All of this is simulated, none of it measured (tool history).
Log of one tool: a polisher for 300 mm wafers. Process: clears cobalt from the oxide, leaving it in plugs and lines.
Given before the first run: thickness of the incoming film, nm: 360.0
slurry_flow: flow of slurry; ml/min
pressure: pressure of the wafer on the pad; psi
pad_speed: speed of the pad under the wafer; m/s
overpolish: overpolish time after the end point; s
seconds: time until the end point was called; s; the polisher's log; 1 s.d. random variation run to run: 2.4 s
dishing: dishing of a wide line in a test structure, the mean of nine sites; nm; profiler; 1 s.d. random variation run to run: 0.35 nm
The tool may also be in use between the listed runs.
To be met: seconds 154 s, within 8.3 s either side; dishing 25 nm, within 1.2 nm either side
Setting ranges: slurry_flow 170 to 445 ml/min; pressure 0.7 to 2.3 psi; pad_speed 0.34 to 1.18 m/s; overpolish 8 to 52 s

run    day  slurry_flow  pressure  pad_speed  overpolish  seconds  dishing
  1      0          285       1.5       0.76          26   141.72    39.72
  2  0.329          285       1.5       0.62          26   167.38   37.616
  3  0.633          285       1.8       0.62          26   148.78   38.507
  4  0.696          285       1.8       0.62          34   150.44    44.99
  5  0.846          270       1.9       0.58          28   155.23    40.18
  6  1.154          310       1.8       0.58          24   156.19   35.255
  7  1.279          320       1.8       0.58          21   155.73   33.743
  8  1.508          320       1.8       0.58          21   153.94    33.29
  9  1.717          330       1.8       0.58          18   148.68   29.681
     1.921  -- worn pad replaced by a new one
 10  1.921          340       1.8       0.58          17   138.03   30.437
 11  1.958          335       1.8       0.58          15   143.98   28.519
 12  2.188          335       1.8       0.58          14   138.92    26.08
 13  2.333          330       1.8       0.58          14   140.64     26.4

Exercise: of the 4 proposed moves below, exactly one satisfies all targets within the stated allowed misses. Which move is it?
  A  2.479          335       1.9        0.4          18        ?        ?
  B  2.479          400       1.4       0.64          14        ?        ?
  C  2.479          340       1.7       0.46          16        ?        ?
  D  2.479          290       1.5       0.48          19        ?        ?

move  seconds  dishing
   A   174.92   27.559
   B   149.62   25.615
   C   170.92   25.648
   D   182.66    27.79
A: takes the result that was furthest off past its target
B: every result lands within tolerance
C: takes the result that was furthest off past its target
D: takes the result that was furthest off past its target
So the answer is move B, the one that meets all the targets.
